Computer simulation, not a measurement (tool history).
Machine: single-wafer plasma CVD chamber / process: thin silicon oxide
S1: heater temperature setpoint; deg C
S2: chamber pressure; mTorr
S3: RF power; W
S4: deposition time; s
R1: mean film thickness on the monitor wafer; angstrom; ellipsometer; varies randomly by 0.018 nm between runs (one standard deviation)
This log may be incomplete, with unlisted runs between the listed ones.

| run | day | S1 | S2 | S3 | S4 | R1 |
|---|---|---|---|---|---|---|
| 1 | 0 | 380 | 916 | 290 | 4.8 | 99.473 |
| 2 | 0.112 | 380 | 1078 | 290 | 4.8 | 114.07 |
| 3 | 0.15 | 375 | 1078 | 290 | 4.8 | 113.96 |
| 4 | 0.488 | 379 | 1078 | 290 | 4.8 | 113.5 |
| 5 | 0.55 | 379 | 1078 | 290 | 4.8 | 113.72 |
| 6 | 0.708 | 379 | 1078 | 290 | 4.95 | 117.43 |
| 7 | 0.975 | 379 | 936 | 280 | 4.93 | 102.99 |

Run 8 has not been measured yet. What should we expect?
| 8 | 1.212 | 379 | 832 | 275 | 4.92 | ? |

Run 8 gave R1 90.927 angstrom.

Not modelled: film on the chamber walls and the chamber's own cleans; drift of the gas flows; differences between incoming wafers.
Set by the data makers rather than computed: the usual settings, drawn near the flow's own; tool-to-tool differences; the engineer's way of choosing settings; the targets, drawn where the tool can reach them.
